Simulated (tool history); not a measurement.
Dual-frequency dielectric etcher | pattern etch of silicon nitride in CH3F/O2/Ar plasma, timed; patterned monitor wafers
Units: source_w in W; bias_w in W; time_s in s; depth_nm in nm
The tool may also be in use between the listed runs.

{"run": 1, "hour": 0.0, "source_w": 330, "bias_w": 60, "time_s": 35, "depth_nm": 21.893}
{"run": 2, "hour": 8.3, "source_w": 330, "bias_w": 60, "time_s": 32, "depth_nm": 19.935}
{"run": 3, "hour": 10.1, "source_w": 330, "bias_w": 55, "time_s": 32, "depth_nm": 19.23}
{"run": 4, "hour": 17.4, "source_w": 330, "bias_w": 49, "time_s": 32, "depth_nm": 18.581}
{"run": 5, "hour": 23.7, "source_w": 290, "bias_w": 49, "time_s": 32, "depth_nm": 17.851}
{"run": 6, "hour": 27.0, "source_w": 300, "bias_w": 52, "time_s": 32, "depth_nm": 18.41}
{"run": 7, "hour": 32.8, "source_w": 360, "bias_w": 64, "time_s": 35, "depth_nm": 23.063}
{"run": 8, "hour": 41.8, "source_w": 370, "bias_w": 64, "time_s": 35, "depth_nm": 23.15}
{"run": 9, "hour": 44.2, "source_w": 380, "bias_w": 65, "time_s": 35, "depth_nm": 23.539}
{"run": 10, "hour": 51.9, "source_w": 390, "bias_w": 65, "time_s": 35, "depth_nm": 23.82}
{"run": 11, "hour": 59.6, "source_w": 400, "bias_w": 65, "time_s": 35, "depth_nm": 23.885}

The next listed run, before its measurement:
{"run": 12, "hour": 66.6, "source_w": 400, "bias_w": 66, "time_s": 35, "depth_nm": "?"}

Run 12 gave depth_nm 24.018 nm.
